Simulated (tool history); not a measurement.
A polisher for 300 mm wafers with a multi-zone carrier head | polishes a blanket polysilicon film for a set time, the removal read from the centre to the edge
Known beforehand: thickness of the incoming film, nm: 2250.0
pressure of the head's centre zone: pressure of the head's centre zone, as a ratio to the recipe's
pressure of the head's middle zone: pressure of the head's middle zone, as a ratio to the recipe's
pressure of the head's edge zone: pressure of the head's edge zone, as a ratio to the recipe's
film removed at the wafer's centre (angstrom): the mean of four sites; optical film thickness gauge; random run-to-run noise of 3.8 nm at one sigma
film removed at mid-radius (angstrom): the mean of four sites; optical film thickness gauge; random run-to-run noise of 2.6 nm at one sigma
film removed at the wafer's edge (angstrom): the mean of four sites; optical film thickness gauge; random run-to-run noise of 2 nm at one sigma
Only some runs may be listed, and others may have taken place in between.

| run | hour | flow of slurry (ml/min) | pressure of the head's centre zone | pressure of the head's middle zone | pressure of the head's edge zone | polishing time (s) | film removed at the wafer's centre (angstrom) | film removed at mid-radius (angstrom) | film removed at the wafer's edge (angstrom) |
|---|---|---|---|---|---|---|---|---|---|
| 1 | 0 | 245 | 1 | 1 | 1 | 37 | 4122.3 | 4123.8 | 4073.8 |
| 2 | 6 | 245 | 1.03 | 1 | 0.95 | 34 | 3885.7 | 3828 | 3651 |
| 3 | 7.9 | 240 | 1.06 | 0.99 | 0.92 | 32 | 3753.8 | 3554.7 | 3408.4 |
| 4 | 10.6 | 240 | 1.06 | 1.02 | 0.92 | 32 | 3692.8 | 3623.1 | 3395.6 |
| 5 | 17.2 | 240 | 1.06 | 1.02 | 0.92 | 40 | 4761.3 | 4512.6 | 4215.1 |
| 6 | 19.4 | 240 | 1.08 | 1.01 | 0.89 | 37 | 4477.9 | 4152.8 | 3884.7 |
| 7 | 26.2 | 235 | 1.1 | 1.01 | 0.87 | 34 | 4181.5 | 3759.2 | 3472.8 |

Estimate the outcome of run 8 from the log above:
| 8 | 28.7 | 225 | 1.1 | 1 | 0.85 | 33 | ? | ? | ? |

{"run 8": {"film removed at the wafer's centre (angstrom)": 4006.4, "film removed at mid-radius (angstrom)": 3644.4, "film removed at the wafer's edge (angstrom)": 3336.7}}
